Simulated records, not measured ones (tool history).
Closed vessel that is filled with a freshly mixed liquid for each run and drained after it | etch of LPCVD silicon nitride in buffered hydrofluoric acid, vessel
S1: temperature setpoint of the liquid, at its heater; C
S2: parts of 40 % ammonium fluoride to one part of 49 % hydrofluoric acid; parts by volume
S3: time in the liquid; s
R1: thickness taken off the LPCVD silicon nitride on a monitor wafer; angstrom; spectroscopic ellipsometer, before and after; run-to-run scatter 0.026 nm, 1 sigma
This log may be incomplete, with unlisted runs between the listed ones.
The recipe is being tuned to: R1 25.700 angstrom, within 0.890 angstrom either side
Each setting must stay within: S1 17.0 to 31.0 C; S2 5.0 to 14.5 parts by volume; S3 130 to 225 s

| run | day | S1 | S2 | S3 | R1 |
|---|---|---|---|---|---|
| 1 | 0.000 | 23.0 | 9.0 | 225 | 37.025 |
| 2 | 0.158 | 21.5 | 9.0 | 225 | 34.601 |
| 3 | 0.367 | 20.0 | 9.5 | 225 | 30.299 |
| 4 | 0.446 | 20.0 | 11.0 | 225 | 27.345 |
| 5 | 0.650 | 20.0 | 11.0 | 130 | 15.337 |
| 6 | 1.012 | 23.0 | 11.0 | 130 | 18.114 |
| 7 | 1.117 | 23.0 | 10.5 | 130 | 18.836 |
| 8 | 1.312 | 23.0 | 10.0 | 130 | 20.176 |
| 9 | 1.633 | 23.0 | 9.5 | 130 | 20.358 |
| 10 | 1.704 | 23.0 | 9.0 | 130 | 21.258 |
| 11 | 2.004 | 23.0 | 8.5 | 130 | 22.486 |
| 12 | 2.312 | 23.0 | 8.0 | 130 | 24.341 |

Pick the move, out of 5, that brings all results within their allowed miss; only one does.
| A | 2.621 | 23.0 | 7.5 | 145 | ? |
| B | 2.621 | 21.5 | 10.0 | 180 | ? |
| C | 2.621 | 24.5 | 10.0 | 170 | ? |
| D | 2.621 | 22.5 | 8.0 | 130 | ? |
| E | 2.621 | 22.5 | 9.0 | 175 | ? |

| move | R1 |
|---|---|
| A | 29.358 |
| B | 25.769 |
| C | 28.693 |
| D | 23.881 |
| E | 28.291 |
A: carries the result that was furthest off beyond its target, to the other side
B: all results land within tolerance of their targets
C: carries the result that was furthest off beyond its target, to the other side
D: lands further from the targets than the last run did
E: carries the result that was furthest off beyond its target, to the other side
Answer: B
